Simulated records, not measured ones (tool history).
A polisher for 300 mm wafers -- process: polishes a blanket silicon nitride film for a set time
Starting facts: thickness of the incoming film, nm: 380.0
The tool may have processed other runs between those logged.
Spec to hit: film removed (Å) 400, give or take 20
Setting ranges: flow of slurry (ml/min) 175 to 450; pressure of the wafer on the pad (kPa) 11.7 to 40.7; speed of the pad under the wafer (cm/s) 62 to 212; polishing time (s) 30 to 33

| run | day | flow of slurry (ml/min) | pressure of the wafer on the pad (kPa) | speed of the pad under the wafer (cm/s) | polishing time (s) | film removed (Å) |
|---|---|---|---|---|---|---|
| 1 | 0 | 290 | 26.2 | 136 | 33 | 709.05 |
| 2 | 0.038 | 290 | 23.4 | 134 | 33 | 630.1 |
| 3 | 0.392 | 255 | 23.4 | 134 | 33 | 609.74 |
| 4 | 0.65 | 255 | 23.4 | 154 | 33 | 657.63 |
| 5 | 0.821 | 255 | 23.4 | 188 | 33 | 747.75 |
| 6 | 0.867 | 255 | 20.7 | 182 | 33 | 633.85 |
| 7 | 1.142 | 255 | 18.6 | 180 | 33 | 572.35 |
| 8 | 1.179 | 255 | 17.2 | 178 | 33 | 545.12 |
| 9 | 1.254 | 255 | 11.7 | 154 | 32 | 321.75 |
| 10 | 1.558 | 255 | 16.5 | 156 | 32 | 461.57 |
| 11 | 1.742 | 255 | 15.9 | 156 | 32 | 450.35 |
| 12 | 1.971 | 255 | 15.2 | 156 | 32 | 427.58 |

Consider the 4 candidate settings below. Which is the only one whose results all fall within their allowed miss of target?
| A | 2.2 | 175 | 21.4 | 126 | 30 | ? |
| B | 2.2 | 275 | 14.5 | 146 | 32 | ? |
| C | 2.2 | 275 | 14.5 | 130 | 31 | ? |
| D | 2.2 | 175 | 15.9 | 126 | 30 | ? |

| move | film removed (Å) |
|---|---|
| A | 461.09 |
| B | 391.61 |
| C | 356.26 |
| D | 346.44 |
A: its largest miss is bigger than the last run's
B: every result within its allowed miss
C: takes the biggest miss from the last run beyond its target
D: takes the biggest miss from the last run beyond its target
B is the move that brings every result within its allowed miss.
